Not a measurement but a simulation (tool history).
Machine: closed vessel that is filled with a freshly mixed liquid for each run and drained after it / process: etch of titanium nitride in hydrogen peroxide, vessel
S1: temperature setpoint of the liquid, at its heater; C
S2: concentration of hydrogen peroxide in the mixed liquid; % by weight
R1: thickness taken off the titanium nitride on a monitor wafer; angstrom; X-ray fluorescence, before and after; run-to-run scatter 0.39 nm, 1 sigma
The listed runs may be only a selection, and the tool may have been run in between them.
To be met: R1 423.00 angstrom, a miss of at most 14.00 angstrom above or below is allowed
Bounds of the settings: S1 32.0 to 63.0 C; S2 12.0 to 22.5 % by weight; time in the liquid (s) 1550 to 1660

run 1 hour=0.0 | S1=47.0 S2=15.5 time_in_the_liquid_(s)=1550 | R1=497.39
run 2 hour=9.6 | S1=47.0 S2=15.5 time_in_the_liquid_(s)=1550 | R1=499.52
run 3 hour=14.7 | S1=47.0 S2=14.0 time_in_the_liquid_(s)=1550 | R1=499.13
run 4 hour=24.1 | S1=46.5 S2=14.0 time_in_the_liquid_(s)=1550 | R1=473.85
run 5 hour=26.5 | S1=46.5 S2=15.5 time_in_the_liquid_(s)=1550 | R1=485.33
run 6 hour=32.8 | S1=46.5 S2=15.5 time_in_the_liquid_(s)=1660 | R1=520.71
run 7 hour=36.0 | S1=46.0 S2=15.5 time_in_the_liquid_(s)=1660 | R1=503.15
run 8 hour=43.1 | S1=43.0 S2=15.5 time_in_the_liquid_(s)=1660 | R1=400.47

4 candidate next runs follow, results not yet known. Just one meets every target within its allowed miss. Identify it.
run A hour=50.2 | S1=42.0 S2=17.5 time_in_the_liquid_(s)=1660 | R1=?
run B hour=50.2 | S1=44.0 S2=14.5 time_in_the_liquid_(s)=1550 | R1=?
run C hour=50.2 | S1=43.5 S2=12.0 time_in_the_liquid_(s)=1600 | R1=?
run D hour=50.2 | S1=44.0 S2=14.5 time_in_the_liquid_(s)=1660 | R1=?

move=A R1=378.59
move=B R1=395.08
move=C R1=377.55
move=D R1=423.12
A: lands further from the targets than the last run did
B: lands further from the targets than the last run did
C: lands further from the targets than the last run did
D: each result inside its tolerance
Go with D: it meets all targets.
